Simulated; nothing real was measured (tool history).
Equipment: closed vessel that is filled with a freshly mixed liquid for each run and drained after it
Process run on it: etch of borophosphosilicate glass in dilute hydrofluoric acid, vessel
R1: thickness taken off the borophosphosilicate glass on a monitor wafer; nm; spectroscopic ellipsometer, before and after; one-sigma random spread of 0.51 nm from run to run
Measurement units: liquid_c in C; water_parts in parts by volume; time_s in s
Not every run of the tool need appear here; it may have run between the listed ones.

Run 1, hour 0: liquid_c 24 C, water_parts 45 parts by volume, time_s 30 s. Result: R1 34.406 nm.
Run 2, hour 3: liquid_c 27 C, water_parts 45 parts by volume, time_s 30 s. Result: R1 38.771 nm.
Run 3, hour 6.4: liquid_c 27 C, water_parts 45 parts by volume, time_s 30 s. Result: R1 39.326 nm.
Run 4, hour 7.9: liquid_c 27 C, water_parts 45 parts by volume, time_s 30 s. Result: R1 38.856 nm.
Run 5, hour 9.8: liquid_c 25.5 C, water_parts 45 parts by volume, time_s 30 s. Result: R1 36.357 nm.
Run 6, hour 12.3: liquid_c 23 C, water_parts 45 parts by volume, time_s 30 s. Result: R1 32.765 nm.
Run 7, hour 17.2: liquid_c 23 C, water_parts 45 parts by volume, time_s 30 s. Result: R1 32.745 nm.
Run 8, hour 24.4: liquid_c 27 C, water_parts 30 parts by volume, time_s 30 s. Result: R1 59.28 nm.

Run 9 has not been measured yet. What should we expect?
Run 9, hour 27.2: liquid_c 27.5 C, water_parts 30 parts by volume, time_s 30 s. Result: R1 ?.

R1: 60.999 nm
